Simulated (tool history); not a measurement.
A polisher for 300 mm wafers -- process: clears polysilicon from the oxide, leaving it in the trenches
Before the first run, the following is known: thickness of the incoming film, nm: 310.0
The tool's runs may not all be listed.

run  hour  flow of slurry (ml/min)  pressure of the wafer on the pad (kPa)  speed of the pad under the wafer (cm/s)  overpolish time after the end point (s)  time until the end point was called (s)  dishing of a wide line in a test structure (nm)
  1     0                      225                                    23.4                                      110                                        9                                   21.641                                           39.104
  2     7                      190                                    23.4                                      110                                        9                                    22.61                                           38.974
  3   7.6                      190                                    26.2                                      110                                        9                                   19.972                                           38.507
  4   8.9                      185                                    27.6                                      102                                        8                                   19.871                                           37.675
  5  15.7                      180                                    28.3                                       94                                        7                                   21.377                                           36.519
  6  22.4                      180                                    28.3                                       94                                        5                                    21.19                                            33.56
  7  24.6                      175                                    28.3                                       90                                        5                                   20.993                                           32.904
  8  25.5                      170                                      29                                       84                                        5                                   22.224                                           32.566
  9  26.4                      165                                    29.6                                       80                                        5                                   22.416                                           32.493

Run 10 is up next; what results do you expect?
     29.9  -- worn pad replaced by a new one
 10  29.9                      160                                    30.3                                       76                                        5                                        ?                                                ?

time until the end point was called (s): 20.531
dishing of a wide line in a test structure (nm): 33.913

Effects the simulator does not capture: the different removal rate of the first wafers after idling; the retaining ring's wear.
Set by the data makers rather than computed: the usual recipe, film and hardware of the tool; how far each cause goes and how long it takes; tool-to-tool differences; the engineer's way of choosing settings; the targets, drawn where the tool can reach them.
